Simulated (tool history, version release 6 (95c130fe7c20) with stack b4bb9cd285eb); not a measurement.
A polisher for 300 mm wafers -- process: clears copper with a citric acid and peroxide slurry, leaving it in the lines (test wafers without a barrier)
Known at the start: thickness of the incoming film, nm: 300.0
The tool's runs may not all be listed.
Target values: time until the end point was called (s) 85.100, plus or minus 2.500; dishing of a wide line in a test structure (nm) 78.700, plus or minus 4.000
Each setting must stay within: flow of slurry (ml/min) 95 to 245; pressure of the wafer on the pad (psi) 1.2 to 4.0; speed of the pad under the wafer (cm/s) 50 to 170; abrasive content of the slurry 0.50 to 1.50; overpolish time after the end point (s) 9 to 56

run    day  flow of slurry (ml/min)  pressure of the wafer on the pad (psi)  speed of the pad under the wafer (cm/s)  abrasive content of the slurry  overpolish time after the end point (s)  time until the end point was called (s)  dishing of a wide line in a test structure (nm)
  1  0.000                      155                                     2.6                                      110                            1.00                                       29                                  165.750                                           35.005
  2  0.104                      155                                     2.6                                      110                            1.00                                       39                                  166.900                                           43.459
  3  0.192                      155                                     2.6                                      110                            1.10                                       39                                  162.080                                           43.355
  4  0.258                      155                                     2.6                                      110                            1.10                                       27                                  163.890                                           33.065
  5  0.367                      155                                     2.6                                      110                            1.10                                       34                                  161.910                                           40.008
  6  0.683                      160                                     3.0                                      112                            1.10                                       35                                  140.490                                           45.959
  7  0.854                      165                                     3.3                                      118                            1.10                                       36                                  118.800                                           52.961
  8  0.992                      170                                     3.5                                      120                            1.10                                       38                                  112.340                                           60.505
  9  1.017                      170                                     3.6                                      124                            1.10                                       38                                  103.390                                           61.679
 10  1.379                      175                                     3.7                                      126                            1.10                                       39                                   98.416                                           64.401
 11  1.404                      175                                     3.8                                      128                            1.10                                       40                                   94.561                                           67.949
 12  1.712                      175                                     3.9                                      130                            1.10                                       41                                   91.549                                           70.002
 13  1.767                      185                                     3.9                                      130                            1.10                                       42                                   92.104                                           73.772
 14  1.892                      185                                     3.9                                      132                            1.10                                       42                                   89.688                                           73.750

Which one of the following 5 next-run settings gets every result inside its allowed miss? There is exactly one.
  A  2.017                      115                                     3.9                                      156                            1.00                                       36                                        ?                                                ?
  B  2.017                      210                                     3.5                                      142                            1.15                                       49                                        ?                                                ?
  C  2.017                      190                                     4.0                                      126                            1.05                                       41                                        ?                                                ?
  D  2.017                      185                                     4.0                                      146                            1.10                                       42                                        ?                                                ?
  E  2.017                      235                                     4.0                                      130                            1.20                                       44                                        ?                                                ?

move  time until the end point was called (s)  dishing of a wide line in a test structure (nm)
   A                                   83.011                                           68.461
   B                                   88.562                                           78.096
   C                                   89.949                                           70.857
   D                                   77.521                                           78.412
   E                                   82.921                                           77.539
A: brings the last run's worst result on target, with another outside its allowed miss
B: better than the last run, though not everything is in spec
C: misses by more than the last run did
D: takes the biggest miss from the last run beyond its target
E: every result lands within tolerance
The right move is E.

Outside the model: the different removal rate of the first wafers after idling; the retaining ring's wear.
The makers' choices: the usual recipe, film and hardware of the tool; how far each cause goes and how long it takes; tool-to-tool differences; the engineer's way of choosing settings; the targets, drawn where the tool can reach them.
